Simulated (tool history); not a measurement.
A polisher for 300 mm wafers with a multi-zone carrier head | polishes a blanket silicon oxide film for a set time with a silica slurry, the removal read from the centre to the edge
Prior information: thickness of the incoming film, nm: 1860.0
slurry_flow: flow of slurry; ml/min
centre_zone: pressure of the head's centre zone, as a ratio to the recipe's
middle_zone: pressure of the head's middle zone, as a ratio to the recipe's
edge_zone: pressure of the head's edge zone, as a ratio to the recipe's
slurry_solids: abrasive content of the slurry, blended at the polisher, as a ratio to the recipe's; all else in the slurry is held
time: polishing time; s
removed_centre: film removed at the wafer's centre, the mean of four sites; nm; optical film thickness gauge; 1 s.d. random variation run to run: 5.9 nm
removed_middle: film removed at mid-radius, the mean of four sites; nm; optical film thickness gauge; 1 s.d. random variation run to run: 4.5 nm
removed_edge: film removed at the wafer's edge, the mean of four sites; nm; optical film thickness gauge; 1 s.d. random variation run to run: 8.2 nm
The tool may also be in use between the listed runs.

{"run": 1, "hour": 0.0, "slurry_flow": 190, "centre_zone": 1.0, "middle_zone": 1.0, "edge_zone": 1.0, "slurry_solids": 1.0, "time": 81, "removed_centre": 401.13, "removed_middle": 385.68, "removed_edge": 387.23}
{"run": 2, "hour": 1.1, "slurry_flow": 195, "centre_zone": 1.01, "middle_zone": 1.02, "edge_zone": 1.04, "slurry_solids": 1.15, "time": 82, "removed_centre": 438.38, "removed_middle": 423.35, "removed_edge": 427.51}
{"run": 3, "hour": 9.6, "slurry_flow": 225, "centre_zone": 1.01, "middle_zone": 1.02, "edge_zone": 1.04, "slurry_solids": 1.15, "time": 82, "removed_centre": 447.49, "removed_middle": 426.19, "removed_edge": 432.07}
{"run": 4, "hour": 16.1, "slurry_flow": 225, "centre_zone": 1.01, "middle_zone": 0.99, "edge_zone": 1.04, "slurry_solids": 1.15, "time": 82, "removed_centre": 453.4, "removed_middle": 419.79, "removed_edge": 423.98}
{"run": 5, "hour": 21.9, "slurry_flow": 260, "centre_zone": 1.01, "middle_zone": 0.99, "edge_zone": 1.04, "slurry_solids": 1.15, "time": 82, "removed_centre": 457.69, "removed_middle": 426.05, "removed_edge": 436.23}
{"run": 6, "hour": 24.8, "slurry_flow": 260, "centre_zone": 1.02, "middle_zone": 1.01, "edge_zone": 1.07, "slurry_solids": 1.25, "time": 82, "removed_centre": 479.8, "removed_middle": 446.54, "removed_edge": 463.78}
{"run": 7, "hour": 28.7, "slurry_flow": 260, "centre_zone": 1.04, "middle_zone": 1.04, "edge_zone": 1.08, "slurry_solids": 1.3, "time": 82, "removed_centre": 496.25, "removed_middle": 465.05, "removed_edge": 461.57}
{"run": 8, "hour": 30.6, "slurry_flow": 260, "centre_zone": 1.03, "middle_zone": 1.04, "edge_zone": 1.09, "slurry_solids": 1.35, "time": 84, "removed_centre": 515.51, "removed_middle": 480.93, "removed_edge": 486.16}
{"run": 9, "hour": 31.9, "slurry_flow": 260, "centre_zone": 1.02, "middle_zone": 1.05, "edge_zone": 1.1, "slurry_solids": 1.4, "time": 85, "removed_centre": 516.6, "removed_middle": 495.51, "removed_edge": 507.11}
{"run": 10, "hour": 40.2, "slurry_flow": 260, "centre_zone": 1.02, "middle_zone": 1.06, "edge_zone": 1.11, "slurry_solids": 1.45, "time": 86, "removed_centre": 531.37, "removed_middle": 511.32, "removed_edge": 505.0}

Run 11 is up next; what results do you expect?
{"run": 11, "hour": 43.9, "slurry_flow": 265, "centre_zone": 1.02, "middle_zone": 1.06, "edge_zone": 1.12, "slurry_solids": 1.45, "time": 87, "removed_centre": "?", "removed_middle": "?", "removed_edge": "?"}

removed_centre: 542.10 nm
removed_middle: 515.23 nm
removed_edge: 524.22 nm

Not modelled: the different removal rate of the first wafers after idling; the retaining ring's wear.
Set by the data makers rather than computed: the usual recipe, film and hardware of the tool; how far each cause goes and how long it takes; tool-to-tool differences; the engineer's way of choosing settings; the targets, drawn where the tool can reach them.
